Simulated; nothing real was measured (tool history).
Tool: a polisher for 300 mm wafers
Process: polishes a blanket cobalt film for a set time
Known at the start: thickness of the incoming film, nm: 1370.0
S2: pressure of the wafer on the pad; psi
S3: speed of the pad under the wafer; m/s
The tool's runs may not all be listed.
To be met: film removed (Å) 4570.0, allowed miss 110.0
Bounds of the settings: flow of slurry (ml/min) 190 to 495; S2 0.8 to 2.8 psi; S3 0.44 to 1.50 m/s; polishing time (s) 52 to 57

run 1 hour=0.0 | flow_of_slurry_(ml/min)=320 S2=1.8 S3=0.96 polishing_time_(s)=57 | film_removed_(Å)=2828.3
run 2 hour=0.6 | flow_of_slurry_(ml/min)=320 S2=1.9 S3=0.96 polishing_time_(s)=57 | film_removed_(Å)=2968.1
run 3 hour=1.2 | flow_of_slurry_(ml/min)=390 S2=1.9 S3=0.96 polishing_time_(s)=57 | film_removed_(Å)=3007.6
run 4 hour=9.0 | flow_of_slurry_(ml/min)=390 S2=2.2 S3=0.96 polishing_time_(s)=57 | film_removed_(Å)=3486.2
run 5 hour=17.2 | flow_of_slurry_(ml/min)=390 S2=2.0 S3=0.96 polishing_time_(s)=57 | film_removed_(Å)=3142.9
run 6 hour=24.0 | flow_of_slurry_(ml/min)=390 S2=1.6 S3=0.96 polishing_time_(s)=57 | film_removed_(Å)=2530.1
run 7 hour=28.5 | flow_of_slurry_(ml/min)=390 S2=1.8 S3=0.96 polishing_time_(s)=57 | film_removed_(Å)=2813.2
run 8 hour=35.1 | flow_of_slurry_(ml/min)=390 S2=1.9 S3=0.96 polishing_time_(s)=57 | film_removed_(Å)=2971.9
run 9 hour=41.9 | flow_of_slurry_(ml/min)=390 S2=2.0 S3=0.96 polishing_time_(s)=57 | film_removed_(Å)=3175.6
run 10 hour=43.3 | flow_of_slurry_(ml/min)=390 S2=2.1 S3=0.96 polishing_time_(s)=57 | film_removed_(Å)=3295.6
run 11 hour=46.0 | flow_of_slurry_(ml/min)=390 S2=2.2 S3=0.96 polishing_time_(s)=57 | film_removed_(Å)=3457.2
run 12 hour=48.2 | flow_of_slurry_(ml/min)=390 S2=2.3 S3=0.96 polishing_time_(s)=57 | film_removed_(Å)=3598.5
run 13 hour=52.8 | flow_of_slurry_(ml/min)=395 S2=2.8 S3=0.96 polishing_time_(s)=57 | film_removed_(Å)=4421.2

Which of these 5 next moves meets every target?
run A hour=57.4 | flow_of_slurry_(ml/min)=390 S2=2.8 S3=0.92 polishing_time_(s)=57 | film_removed_(Å)=?
run B hour=57.4 | flow_of_slurry_(ml/min)=430 S2=2.7 S3=1.12 polishing_time_(s)=57 | film_removed_(Å)=?
run C hour=57.4 | flow_of_slurry_(ml/min)=390 S2=2.7 S3=1.12 polishing_time_(s)=57 | film_removed_(Å)=?
run D hour=57.4 | flow_of_slurry_(ml/min)=440 S2=2.8 S3=0.92 polishing_time_(s)=57 | film_removed_(Å)=?
run E hour=57.4 | flow_of_slurry_(ml/min)=425 S2=2.8 S3=1.00 polishing_time_(s)=57 | film_removed_(Å)=?

move=A film_removed_(Å)=4251.9
move=B film_removed_(Å)=4920.1
move=C film_removed_(Å)=4890.1
move=D film_removed_(Å)=4283.9
move=E film_removed_(Å)=4603.0
A: further off than the last run
B: takes the result that was furthest off past its target
C: takes the result that was furthest off past its target
D: further off than the last run
E: meets every target
The right move is E.
